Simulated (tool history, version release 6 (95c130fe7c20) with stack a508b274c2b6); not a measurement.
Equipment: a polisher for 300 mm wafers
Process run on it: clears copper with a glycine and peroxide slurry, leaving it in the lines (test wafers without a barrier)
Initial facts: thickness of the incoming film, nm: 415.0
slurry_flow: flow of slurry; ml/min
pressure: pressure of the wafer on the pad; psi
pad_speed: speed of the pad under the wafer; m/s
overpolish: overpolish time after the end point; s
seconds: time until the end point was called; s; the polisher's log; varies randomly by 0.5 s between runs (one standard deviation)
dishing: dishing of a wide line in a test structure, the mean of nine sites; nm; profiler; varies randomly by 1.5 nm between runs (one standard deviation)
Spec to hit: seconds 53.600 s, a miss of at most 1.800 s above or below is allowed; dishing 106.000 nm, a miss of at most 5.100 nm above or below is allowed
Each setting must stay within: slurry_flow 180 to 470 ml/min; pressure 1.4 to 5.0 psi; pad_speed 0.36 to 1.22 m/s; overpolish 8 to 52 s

run  hour  slurry_flow  pressure  pad_speed  overpolish  seconds  dishing
  1   0.0          300       3.2       0.78          26   78.695   67.430
  2   7.9          300       3.2       0.78          30   79.172   73.384
  3  16.0          300       3.7       0.78          32   71.462   79.223
  4  23.8          300       4.1       0.80          35   64.989   90.492
  5  28.4          300       4.4       0.80          36   62.163   94.578
  6  35.2          260       4.4       0.80          36   63.307   91.157
  7  44.0          295       4.6       0.80          36   60.092   93.516
  8  49.1          295       4.6       0.80          36   58.975   95.454
  9  57.7          300       5.0       0.80          38   56.319   99.152
 10  61.7          300       5.0       0.80          38   56.059   99.416

4 candidate next runs follow, results not yet known. Just one meets every target within its allowed miss. Identify it.
  A  65.7          280       5.0       0.84          35        ?        ?
  B  65.7          310       5.0       0.88          32        ?        ?
  C  65.7          305       4.5       0.86          31        ?        ?
  D  65.7          325       5.0       0.82          42        ?        ?

move  seconds  dishing
   A   55.012   98.351
   B   52.004   96.669
   C   57.735   90.927
   D   54.939  105.600
A: corrects the largest miss of the last run, while another result sits out of spec
B: corrects the largest miss of the last run, while another result sits out of spec
C: further off than the last run
D: all results in spec
Correct choice: D, which meets every target
